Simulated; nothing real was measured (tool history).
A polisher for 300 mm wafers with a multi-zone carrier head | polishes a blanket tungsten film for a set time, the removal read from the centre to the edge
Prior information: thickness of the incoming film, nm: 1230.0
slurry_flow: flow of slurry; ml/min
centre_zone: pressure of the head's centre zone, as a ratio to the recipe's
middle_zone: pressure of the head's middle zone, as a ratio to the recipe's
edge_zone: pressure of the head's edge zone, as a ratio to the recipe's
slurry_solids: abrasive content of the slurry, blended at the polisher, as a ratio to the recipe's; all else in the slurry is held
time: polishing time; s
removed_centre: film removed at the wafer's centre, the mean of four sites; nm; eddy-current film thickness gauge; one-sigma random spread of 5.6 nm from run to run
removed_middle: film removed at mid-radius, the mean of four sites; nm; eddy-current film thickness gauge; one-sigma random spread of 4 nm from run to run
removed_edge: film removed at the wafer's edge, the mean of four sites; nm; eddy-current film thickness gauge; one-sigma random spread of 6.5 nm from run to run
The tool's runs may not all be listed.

run 1 hour=0 | slurry_flow=250 centre_zone=1 middle_zone=1 edge_zone=1 slurry_solids=1 time=70 | removed_centre=409.22 removed_middle=417.59 removed_edge=415.71
run 2 hour=3.1 | slurry_flow=255 centre_zone=1 middle_zone=1.01 edge_zone=1.02 slurry_solids=1.05 time=71 | removed_centre=419.12 removed_middle=427.24 removed_edge=437.26
run 3 hour=11.7 | slurry_flow=260 centre_zone=1 middle_zone=1.03 edge_zone=1.03 slurry_solids=1.1 time=71 | removed_centre=421.94 removed_middle=440.89 removed_edge=445.29
run 4 hour=16.5 | slurry_flow=215 centre_zone=1 middle_zone=1.03 edge_zone=1.03 slurry_solids=1.1 time=71 | removed_centre=418.5 removed_middle=430.85 removed_edge=445.34
run 5 hour=24.9 | slurry_flow=215 centre_zone=1 middle_zone=1.03 edge_zone=1.03 slurry_solids=1.1 time=61 | removed_centre=364.62 removed_middle=373.9 removed_edge=379.42
run 6 hour=26 | slurry_flow=220 centre_zone=1.01 middle_zone=1.05 edge_zone=1.04 slurry_solids=1.15 time=62 | removed_centre=366.26 removed_middle=385.34 removed_edge=392.49
run 7 hour=26.9 | slurry_flow=225 centre_zone=1.02 middle_zone=1.06 edge_zone=1.04 slurry_solids=1.2 time=64 | removed_centre=393.28 removed_middle=403.14 removed_edge=410.68
-- hour=30.7 worn pad replaced by a new one
run 8 hour=30.7 | slurry_flow=230 centre_zone=1.02 middle_zone=1.07 edge_zone=1.04 slurry_solids=1.25 time=65 | removed_centre=437.3 removed_middle=456.89 removed_edge=465.65
run 9 hour=38.9 | slurry_flow=240 centre_zone=1.02 middle_zone=1.08 edge_zone=1.04 slurry_solids=1.25 time=65 | removed_centre=439.35 removed_middle=462 removed_edge=460.22
run 10 hour=45.8 | slurry_flow=250 centre_zone=1.02 middle_zone=1.08 edge_zone=1.05 slurry_solids=1.25 time=65 | removed_centre=437.19 removed_middle=465.13 removed_edge=454.6

For run 11, what comes out?
run 11 hour=54.7 | slurry_flow=255 centre_zone=1.02 middle_zone=1.08 edge_zone=1.06 slurry_solids=1.3 time=65 | removed_centre=? removed_middle=? removed_edge=?

removed_centre: 450.01 nm
removed_middle: 467.74 nm
removed_edge: 468.48 nm
